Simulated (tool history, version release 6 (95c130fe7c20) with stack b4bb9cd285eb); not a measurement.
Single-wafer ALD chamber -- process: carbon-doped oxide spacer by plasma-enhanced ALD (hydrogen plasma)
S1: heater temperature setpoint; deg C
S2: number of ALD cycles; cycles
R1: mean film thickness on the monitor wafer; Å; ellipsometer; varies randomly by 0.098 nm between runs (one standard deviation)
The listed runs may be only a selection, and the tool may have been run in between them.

{"run": 1, "day": 0.0, "S1": 425, "S2": 466, "R1": 216.55}
{"run": 2, "day": 0.346, "S1": 425, "S2": 523, "R1": 246.16}
{"run": 3, "day": 0.708, "S1": 432, "S2": 523, "R1": 242.04}
{"run": 4, "day": 1.079, "S1": 432, "S2": 588, "R1": 272.16}
{"run": 5, "day": 1.333, "S1": 434, "S2": 560, "R1": 254.15}
{"run": 6, "day": 1.467, "S1": 434, "S2": 599, "R1": 273.6}
{"run": 7, "day": 1.65, "S1": 434, "S2": 599, "R1": 274.03}
{"run": 8, "day": 1.971, "S1": 436, "S2": 571, "R1": 262.2}
{"run": 9, "day": 2.308, "S1": 436, "S2": 542, "R1": 245.88}
{"run": 10, "day": 2.596, "S1": 437, "S2": 521, "R1": 239.47}
{"run": 11, "day": 2.729, "S1": 437, "S2": 499, "R1": 226.67}

Expected results for the next run?
{"run": 12, "day": 3.079, "S1": 438, "S2": 484, "R1": "?"}

{"run 12": {"R1": 219.74}}

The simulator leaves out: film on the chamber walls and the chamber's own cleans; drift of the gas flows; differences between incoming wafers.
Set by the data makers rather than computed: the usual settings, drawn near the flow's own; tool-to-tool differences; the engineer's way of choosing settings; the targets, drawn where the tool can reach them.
